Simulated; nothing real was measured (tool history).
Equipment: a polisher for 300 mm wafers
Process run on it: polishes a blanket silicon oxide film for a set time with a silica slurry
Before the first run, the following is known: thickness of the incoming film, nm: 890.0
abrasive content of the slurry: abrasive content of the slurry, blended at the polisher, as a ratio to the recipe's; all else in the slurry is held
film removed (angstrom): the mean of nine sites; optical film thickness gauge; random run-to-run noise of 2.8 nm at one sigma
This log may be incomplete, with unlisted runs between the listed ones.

| run | hour | flow of slurry (ml/min) | pressure of the wafer on the pad (kPa) | speed of the pad under the wafer (m/s) | abrasive content of the slurry | polishing time (s) | film removed (angstrom) |
|---|---|---|---|---|---|---|---|
| 1 | 0 | 135 | 26.9 | 1.56 | 1 | 108 | 5086 |
| 2 | 3.1 | 135 | 26.9 | 1.56 | 1 | 114 | 5338.2 |
| 3 | 7.4 | 130 | 24.1 | 1.56 | 1 | 114 | 4852.9 |
| 4 | 13.5 | 125 | 22.1 | 1.56 | 1 | 114 | 4407.4 |
| 5 | 14.2 | 150 | 22.1 | 1.56 | 1 | 114 | 4551.4 |
| 6 | 20.7 | 145 | 20.7 | 1.56 | 1 | 114 | 4287.4 |
| 7 | 22 | 140 | 19.3 | 1.56 | 1 | 114 | 4079.1 |
| 8 | 23.7 | 135 | 17.9 | 1.56 | 1 | 114 | 3774.3 |

Run 9 comes next. What will it give?
| 9 | 27.6 | 130 | 17.2 | 1.56 | 1 | 114 | ? |

film removed (angstrom): 3590.8

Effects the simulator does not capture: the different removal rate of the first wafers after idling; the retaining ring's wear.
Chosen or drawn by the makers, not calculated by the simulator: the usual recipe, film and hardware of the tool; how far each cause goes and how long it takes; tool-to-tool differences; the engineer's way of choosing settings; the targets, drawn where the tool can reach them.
